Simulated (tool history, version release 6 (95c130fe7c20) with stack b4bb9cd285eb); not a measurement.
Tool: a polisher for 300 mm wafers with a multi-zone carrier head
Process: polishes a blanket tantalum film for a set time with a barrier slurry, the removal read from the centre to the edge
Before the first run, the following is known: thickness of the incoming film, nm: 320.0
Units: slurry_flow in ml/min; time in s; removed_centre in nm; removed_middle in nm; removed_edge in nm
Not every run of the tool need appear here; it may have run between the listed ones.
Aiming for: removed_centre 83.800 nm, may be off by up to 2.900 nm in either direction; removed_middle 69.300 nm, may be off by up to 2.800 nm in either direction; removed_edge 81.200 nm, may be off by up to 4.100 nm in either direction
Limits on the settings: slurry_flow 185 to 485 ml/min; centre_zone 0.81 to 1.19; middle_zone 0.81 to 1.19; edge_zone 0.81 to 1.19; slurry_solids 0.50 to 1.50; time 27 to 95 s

run	hour	slurry_flow	centre_zone	middle_zone	edge_zone	slurry_solids	time	removed_centre	removed_middle	removed_edge
1	0.0	310	1.00	1.00	1.00	1.00	61	94.197	94.997	93.635
2	2.2	305	1.01	0.95	1.00	0.90	60	92.875	88.907	87.199
3	11.0	305	1.01	0.95	1.00	0.90	74	112.470	109.720	106.530
4	13.7	305	1.01	0.95	1.00	0.90	65	99.589	94.640	96.529
5	17.9	305	1.01	0.95	1.00	0.70	65	94.810	90.098	92.017
6	20.3	305	1.01	0.90	1.00	0.70	65	94.567	86.127	88.815
7	26.3	300	1.01	0.87	1.04	0.65	64	91.413	80.161	86.489
8	29.1	295	1.01	0.85	1.06	0.60	64	89.144	78.992	87.970
9	35.3	295	1.02	0.84	1.07	0.55	63	86.480	75.039	83.448
10	41.0	290	1.03	0.83	1.09	0.55	63	88.993	76.155	85.498
11	48.2	295	1.03	0.82	1.10	0.55	62	86.571	72.114	85.897
12	52.0	295	1.03	0.82	1.09	0.55	62	86.382	73.391	83.107

Exercise: of the 4 proposed moves below, exactly one satisfies all targets within the stated allowed misses. Which move is it?
A	55.8	280	1.00	0.94	1.09	0.50	62	?	?	?
B	55.8	340	1.00	0.90	1.05	0.65	59	?	?	?
C	55.8	395	0.88	0.85	1.19	0.55	63	?	?	?
D	55.8	415	1.04	0.82	1.14	0.50	59	?	?	?

move	removed_centre	removed_middle	removed_edge
A	82.206	79.163	84.518
B	84.670	78.498	85.011
C	77.705	78.137	93.983
D	84.691	69.813	84.696
A: further off than the last run
B: further off than the last run
C: further off than the last run
D: all results in spec
So the answer is move D, the one that meets all the targets.

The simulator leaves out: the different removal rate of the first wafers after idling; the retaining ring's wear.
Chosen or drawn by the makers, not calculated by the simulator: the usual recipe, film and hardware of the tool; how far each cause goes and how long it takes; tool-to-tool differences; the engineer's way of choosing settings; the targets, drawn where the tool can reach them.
